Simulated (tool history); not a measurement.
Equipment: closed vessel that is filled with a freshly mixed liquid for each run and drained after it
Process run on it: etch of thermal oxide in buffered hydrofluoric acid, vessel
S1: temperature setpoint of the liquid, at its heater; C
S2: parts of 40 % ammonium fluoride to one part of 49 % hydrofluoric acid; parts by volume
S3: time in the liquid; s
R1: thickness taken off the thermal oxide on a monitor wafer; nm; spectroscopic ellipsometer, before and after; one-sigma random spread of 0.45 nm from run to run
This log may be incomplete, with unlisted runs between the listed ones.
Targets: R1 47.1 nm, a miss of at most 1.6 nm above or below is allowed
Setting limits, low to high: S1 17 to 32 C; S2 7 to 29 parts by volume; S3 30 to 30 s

run 1 hour=0 | S1=24 S2=18 S3=30 | R1=20.673
run 2 hour=7.2 | S1=24 S2=18 S3=30 | R1=20.353
run 3 hour=8.1 | S1=24 S2=20 S3=30 | R1=18.361
run 4 hour=13.8 | S1=21 S2=20 S3=30 | R1=15.672
run 5 hour=21.8 | S1=18 S2=20 S3=30 | R1=13.265
run 6 hour=30.4 | S1=18 S2=15 S3=30 | R1=17.48
run 7 hour=37 | S1=22 S2=13.5 S3=30 | R1=24.525
run 8 hour=40.2 | S1=24.5 S2=13 S3=30 | R1=29
run 9 hour=47 | S1=26.5 S2=12.5 S3=30 | R1=33.25

Below are 4 possible settings for the next run. Only one of them brings all results inside the allowed miss of their targets. Which is it?
run A hour=53.8 | S1=29.5 S2=10.5 S3=30 | R1=?
run B hour=53.8 | S1=25.5 S2=7.5 S3=30 | R1=?
run C hour=53.8 | S1=26 S2=7.5 S3=30 | R1=?
run D hour=53.8 | S1=26.5 S2=8 S3=30 | R1=?

move=A R1=47.142
move=B R1=52.121
move=C R1=53.525
move=D R1=51.261
A: in spec on every target
B: takes the biggest miss from the last run beyond its target
C: takes the biggest miss from the last run beyond its target
D: takes the biggest miss from the last run beyond its target
Answer: A
